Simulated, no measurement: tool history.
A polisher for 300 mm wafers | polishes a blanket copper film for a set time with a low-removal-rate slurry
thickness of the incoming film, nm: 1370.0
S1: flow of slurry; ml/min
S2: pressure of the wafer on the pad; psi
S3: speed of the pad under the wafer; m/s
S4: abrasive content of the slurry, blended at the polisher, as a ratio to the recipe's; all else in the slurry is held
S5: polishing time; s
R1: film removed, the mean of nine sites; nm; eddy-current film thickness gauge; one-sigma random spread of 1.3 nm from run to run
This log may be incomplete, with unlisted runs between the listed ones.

| run | hour | S1 | S2 | S3 | S4 | S5 | R1 |
|---|---|---|---|---|---|---|---|
| 1 | 0 | 270 | 2.8 | 1.32 | 1 | 56 | 209.43 |
| 2 | 4.8 | 270 | 2.6 | 1.32 | 1 | 56 | 198.06 |
| 3 | 5.9 | 270 | 3 | 1.32 | 1 | 56 | 219.51 |
| 4 | 7 | 270 | 2.7 | 1.32 | 1 | 56 | 209 |
| 5 | 9.8 | 270 | 2.7 | 1.32 | 1 | 56 | 205.17 |
| 6 | 13.2 | 270 | 2.7 | 1.32 | 1 | 56 | 203.97 |
| 7 | 18 | 270 | 2.4 | 1.32 | 1 | 56 | 186.84 |
| 8 | 20.9 | 270 | 2.2 | 1.32 | 1 | 56 | 171.01 |
| 9 | 26.8 | 270 | 2.1 | 1.32 | 1 | 56 | 169.93 |

Forecast run 10:
| 10 | 31.8 | 270 | 2 | 1.32 | 1 | 56 | ? |

{"run 10": {"R1": 163.67}}

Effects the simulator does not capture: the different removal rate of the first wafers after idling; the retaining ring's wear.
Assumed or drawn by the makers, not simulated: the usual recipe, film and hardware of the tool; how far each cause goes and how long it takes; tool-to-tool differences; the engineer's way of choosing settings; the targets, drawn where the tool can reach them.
